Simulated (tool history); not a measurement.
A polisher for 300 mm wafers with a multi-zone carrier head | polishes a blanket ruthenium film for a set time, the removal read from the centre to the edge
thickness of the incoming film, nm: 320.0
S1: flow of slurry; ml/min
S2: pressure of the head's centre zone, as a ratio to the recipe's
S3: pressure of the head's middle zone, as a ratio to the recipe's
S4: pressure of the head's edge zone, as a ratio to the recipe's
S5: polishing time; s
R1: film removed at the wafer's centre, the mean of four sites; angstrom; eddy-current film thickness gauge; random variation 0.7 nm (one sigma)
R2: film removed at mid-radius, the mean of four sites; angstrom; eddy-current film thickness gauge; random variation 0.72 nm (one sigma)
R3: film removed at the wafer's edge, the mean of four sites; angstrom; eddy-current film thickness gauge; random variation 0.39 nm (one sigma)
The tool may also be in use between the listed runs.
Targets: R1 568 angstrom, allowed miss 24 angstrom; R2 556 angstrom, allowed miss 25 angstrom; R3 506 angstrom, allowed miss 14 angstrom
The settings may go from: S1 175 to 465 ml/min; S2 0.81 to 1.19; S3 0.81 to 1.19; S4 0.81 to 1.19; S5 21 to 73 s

{"run": 1, "hour": 0.0, "S1": 295, "S2": 1, "S3": 1, "S4": 1, "S5": 47, "R1": 791.71, "R2": 805.2, "R3": 800.25}
{"run": 2, "hour": 8.3, "S1": 295, "S2": 1, "S3": 1.04, "S4": 1, "S5": 47, "R1": 797.69, "R2": 825.13, "R3": 798.39}
{"run": 3, "hour": 13.6, "S1": 295, "S2": 1.01, "S3": 1.04, "S4": 0.97, "S5": 43, "R1": 741.1, "R2": 749.95, "R3": 707.83}
{"run": 4, "hour": 17.5, "S1": 290, "S2": 1, "S3": 1.03, "S4": 0.94, "S5": 40, "R1": 668.08, "R2": 703.94, "R3": 656.54}
{"run": 5, "hour": 20.2, "S1": 355, "S2": 1, "S3": 1.03, "S4": 0.94, "S5": 40, "R1": 678.02, "R2": 714.12, "R3": 673.47}
{"run": 6, "hour": 25.9, "S1": 355, "S2": 1, "S3": 1.03, "S4": 1.01, "S5": 40, "R1": 710.69, "R2": 712.81, "R3": 694.18}
{"run": 7, "hour": 33.2, "S1": 345, "S2": 1.02, "S3": 1.02, "S4": 0.97, "S5": 38, "R1": 668.67, "R2": 673.54, "R3": 633.52}
{"run": 8, "hour": 41.1, "S1": 340, "S2": 1.03, "S3": 1, "S4": 0.94, "S5": 37, "R1": 656.31, "R2": 643.75, "R3": 611.99}
{"run": 9, "hour": 50.0, "S1": 335, "S2": 1.03, "S3": 0.99, "S4": 0.91, "S5": 36, "R1": 646.1, "R2": 615.73, "R3": 592.09}
{"run": 10, "hour": 58.1, "S1": 330, "S2": 1.03, "S3": 0.99, "S4": 0.89, "S5": 35, "R1": 615.36, "R2": 590.93, "R3": 567.12}
{"run": 11, "hour": 62.6, "S1": 325, "S2": 1.03, "S3": 1, "S4": 0.87, "S5": 34, "R1": 593.98, "R2": 574.69, "R3": 540.76}
{"run": 12, "hour": 65.1, "S1": 315, "S2": 1.03, "S3": 1, "S4": 0.86, "S5": 34, "R1": 605.2, "R2": 572.73, "R3": 543.8}
{"run": 13, "hour": 73.3, "S1": 315, "S2": 1.03, "S3": 1.01, "S4": 0.85, "S5": 34, "R1": 603.35, "R2": 565.81, "R3": 537.55}
{"run": 14, "hour": 81.9, "S1": 315, "S2": 1.02, "S3": 1.03, "S4": 0.84, "S5": 34, "R1": 609.72, "R2": 591.22, "R3": 538.47}
{"run": 15, "hour": 84.9, "S1": 310, "S2": 1.02, "S3": 1.03, "S4": 0.83, "S5": 34, "R1": 591.5, "R2": 584.96, "R3": 526.73}
{"run": 16, "hour": 93.0, "S1": 305, "S2": 1.02, "S3": 1.03, "S4": 0.83, "S5": 34, "R1": 602.16, "R2": 604.04, "R3": 522.46}
{"run": 17, "hour": 94.3, "S1": 300, "S2": 1.02, "S3": 1.02, "S4": 0.83, "S5": 34, "R1": 594.12, "R2": 573.14, "R3": 527.84}
{"run": 18, "hour": 101.9, "S1": 295, "S2": 1.02, "S3": 1.02, "S4": 0.83, "S5": 34, "R1": 594.98, "R2": 585.26, "R3": 532.83}

5 next moves are on the table. One of them brings every result within its allowed miss. Which?
{"run": "A", "hour": 109.5, "S1": 270, "S2": 0.98, "S3": 0.81, "S4": 0.89, "S5": 37, "R1": "?", "R2": "?", "R3": "?"}
{"run": "B", "hour": 109.5, "S1": 185, "S2": 1, "S3": 0.96, "S4": 0.81, "S5": 39, "R1": "?", "R2": "?", "R3": "?"}
{"run": "C", "hour": 109.5, "S1": 455, "S2": 1.14, "S3": 1.05, "S4": 0.81, "S5": 32, "R1": "?", "R2": "?", "R3": "?"}
{"run": "D", "hour": 109.5, "S1": 270, "S2": 1.05, "S3": 1.05, "S4": 0.88, "S5": 32, "R1": "?", "R2": "?", "R3": "?"}
{"run": "E", "hour": 109.5, "S1": 255, "S2": 0.99, "S3": 0.93, "S4": 0.93, "S5": 34, "R1": "?", "R2": "?", "R3": "?"}

move=A R1=623.2 R2=540.53 R3=591.59
move=B R1=628.75 R2=602.96 R3=571.35
move=C R1=662.29 R2=585.67 R3=507.58
move=D R1=578.6 R2=558.64 R3=507.65
move=E R1=574.38 R2=541.26 R3=550.97
A: further off than the last run
B: further off than the last run
C: brings the result that was furthest off to its target, and leaves another outside
D: meets every target
E: further off than the last run
The right move is D.
